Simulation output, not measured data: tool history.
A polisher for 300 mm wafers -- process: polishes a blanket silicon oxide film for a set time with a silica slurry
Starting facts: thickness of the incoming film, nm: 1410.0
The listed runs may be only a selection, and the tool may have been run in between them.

run	hour	flow of slurry (ml/min)	pressure of the wafer on the pad (kPa)	speed of the pad under the wafer (m/s)	abrasive content of the slurry	polishing time (s)	film removed (nm)
1	0	315	36.5	1.48	1	47	264.1
2	6	370	36.5	1.48	1	47	265.16
3	11.5	370	36.5	1.48	1	47	264.49
4	16.8	370	36.5	1.64	1	47	289.38
5	22.1	370	31	1.56	1	47	236.82
6	31.1	370	26.9	1.52	1	47	203.57
7	31.9	370	24.1	1.5	1	47	180.71
8	34.9	370	24.1	1.5	1	47	178.76
9	40.9	370	22.8	1.5	1	47	169.51
10	44.4	370	21.4	1.5	1	47	160.66
11	48.5	365	20.7	1.5	1	47	155.78

What will run 12 give?
12	50.4	350	20.7	1.5	1	47	?

film removed (nm): 155.81

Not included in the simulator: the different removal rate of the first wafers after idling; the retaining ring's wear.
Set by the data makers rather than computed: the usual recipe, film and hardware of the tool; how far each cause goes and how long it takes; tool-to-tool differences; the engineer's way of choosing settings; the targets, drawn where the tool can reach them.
